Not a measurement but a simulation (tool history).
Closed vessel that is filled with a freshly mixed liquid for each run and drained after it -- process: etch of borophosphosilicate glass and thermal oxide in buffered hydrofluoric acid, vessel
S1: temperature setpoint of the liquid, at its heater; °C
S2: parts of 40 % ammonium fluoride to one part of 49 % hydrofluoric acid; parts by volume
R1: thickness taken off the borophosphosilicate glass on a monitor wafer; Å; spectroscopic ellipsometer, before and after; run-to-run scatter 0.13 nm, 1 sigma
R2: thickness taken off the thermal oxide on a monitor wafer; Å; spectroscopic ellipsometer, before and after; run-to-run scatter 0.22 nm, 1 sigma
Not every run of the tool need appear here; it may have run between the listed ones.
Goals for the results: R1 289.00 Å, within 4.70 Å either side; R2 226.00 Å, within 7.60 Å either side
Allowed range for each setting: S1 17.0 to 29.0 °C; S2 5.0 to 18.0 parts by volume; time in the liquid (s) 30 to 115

Run 1, hour 0.0: S1 21.0 °C, S2 11.0 parts by volume, time in the liquid (s) 60. Result: R1 634.88 Å, R2 506.17 Å.
Run 2, hour 7.0: S1 21.0 °C, S2 10.0 parts by volume, time in the liquid (s) 60. Result: R1 694.30 Å, R2 553.03 Å.
Run 3, hour 11.4: S1 21.0 °C, S2 10.0 parts by volume, time in the liquid (s) 75. Result: R1 872.61 Å, R2 686.79 Å.
Run 4, hour 19.3: S1 21.0 °C, S2 12.5 parts by volume, time in the liquid (s) 75. Result: R1 700.48 Å, R2 555.12 Å.
Run 5, hour 25.7: S1 21.0 °C, S2 10.0 parts by volume, time in the liquid (s) 75. Result: R1 877.89 Å, R2 685.42 Å.
Run 6, hour 30.9: S1 20.5 °C, S2 11.0 parts by volume, time in the liquid (s) 75. Result: R1 778.73 Å, R2 609.52 Å.
Run 7, hour 35.5: S1 20.0 °C, S2 12.0 parts by volume, time in the liquid (s) 75. Result: R1 694.68 Å, R2 538.71 Å.
Run 8, hour 38.4: S1 19.5 °C, S2 13.0 parts by volume, time in the liquid (s) 75. Result: R1 622.54 Å, R2 489.28 Å.
Run 9, hour 41.3: S1 19.0 °C, S2 13.5 parts by volume, time in the liquid (s) 75. Result: R1 588.93 Å, R2 460.43 Å.
Run 10, hour 46.9: S1 19.0 °C, S2 13.5 parts by volume, time in the liquid (s) 75. Result: R1 586.76 Å, R2 455.34 Å.
Run 11, hour 54.7: S1 18.5 °C, S2 14.0 parts by volume, time in the liquid (s) 75. Result: R1 551.05 Å, R2 422.17 Å.
Run 12, hour 64.0: S1 18.5 °C, S2 14.5 parts by volume, time in the liquid (s) 70. Result: R1 494.23 Å, R2 380.51 Å.
Run 13, hour 68.6: S1 18.5 °C, S2 15.0 parts by volume, time in the liquid (s) 70. Result: R1 477.33 Å, R2 375.76 Å.
Run 14, hour 73.5: S1 18.5 °C, S2 15.5 parts by volume, time in the liquid (s) 70. Result: R1 458.43 Å, R2 360.68 Å.
Run 15, hour 75.8: S1 18.5 °C, S2 16.0 parts by volume, time in the liquid (s) 70. Result: R1 447.29 Å, R2 350.69 Å.
Run 16, hour 79.0: S1 18.5 °C, S2 16.5 parts by volume, time in the liquid (s) 70. Result: R1 432.37 Å, R2 341.03 Å.
Run 17, hour 86.8: S1 17.5 °C, S2 17.5 parts by volume, time in the liquid (s) 60. Result: R1 330.40 Å, R2 261.89 Å.

Pick the move, out of 4, that brings all results within their allowed miss; only one does.
Run A, hour 94.6: S1 18.0 °C, S2 17.0 parts by volume, time in the liquid (s) 65. Result: R1 ?, R2 ?.
Run B, hour 94.6: S1 23.5 °C, S2 18.0 parts by volume, time in the liquid (s) 40. Result: R1 ?, R2 ?.
Run C, hour 94.6: S1 17.0 °C, S2 18.0 parts by volume, time in the liquid (s) 55. Result: R1 ?, R2 ?.
Run D, hour 94.6: S1 18.0 °C, S2 18.0 parts by volume, time in the liquid (s) 55. Result: R1 ?, R2 ?.

move      R1      R2
   A  379.51  297.05
   B  299.03  234.90
   C  286.81  224.39
   D  303.43  237.56
A: the biggest miss grows against the last run
B: an improvement on the last run, though not all results are within tolerance
C: every result within its allowed miss
D: an improvement on the last run, though not all results are within tolerance
C is the move that brings every result within its allowed miss.
